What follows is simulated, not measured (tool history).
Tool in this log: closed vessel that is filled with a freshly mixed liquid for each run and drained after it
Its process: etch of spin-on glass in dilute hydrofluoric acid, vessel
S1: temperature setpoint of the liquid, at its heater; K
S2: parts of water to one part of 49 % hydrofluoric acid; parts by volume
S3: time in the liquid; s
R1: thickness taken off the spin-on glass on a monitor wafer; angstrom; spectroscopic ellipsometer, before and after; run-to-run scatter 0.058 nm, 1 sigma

{"run": 1, "hour": 0.0, "S1": 295.15, "S2": 145, "S3": 30, "R1": 71.52}
{"run": 2, "hour": 7.0, "S1": 295.15, "S2": 125, "S3": 30, "R1": 85.417}
{"run": 3, "hour": 9.9, "S1": 295.15, "S2": 125, "S3": 30, "R1": 85.907}
{"run": 4, "hour": 12.8, "S1": 295.15, "S2": 150, "S3": 30, "R1": 69.379}
{"run": 5, "hour": 14.4, "S1": 298.65, "S2": 150, "S3": 30, "R1": 78.173}
{"run": 6, "hour": 15.3, "S1": 298.65, "S2": 150, "S3": 30, "R1": 78.497}
{"run": 7, "hour": 21.1, "S1": 297.15, "S2": 150, "S3": 30, "R1": 74.937}
{"run": 8, "hour": 28.2, "S1": 296.15, "S2": 150, "S3": 30, "R1": 71.383}

Run 9, settings as shown, results not yet in. Your forecast:
{"run": 9, "hour": 35.3, "S1": 295.15, "S2": 150, "S3": 30, "R1": "?"}

Run 9 came out at R1 69.112 angstrom.

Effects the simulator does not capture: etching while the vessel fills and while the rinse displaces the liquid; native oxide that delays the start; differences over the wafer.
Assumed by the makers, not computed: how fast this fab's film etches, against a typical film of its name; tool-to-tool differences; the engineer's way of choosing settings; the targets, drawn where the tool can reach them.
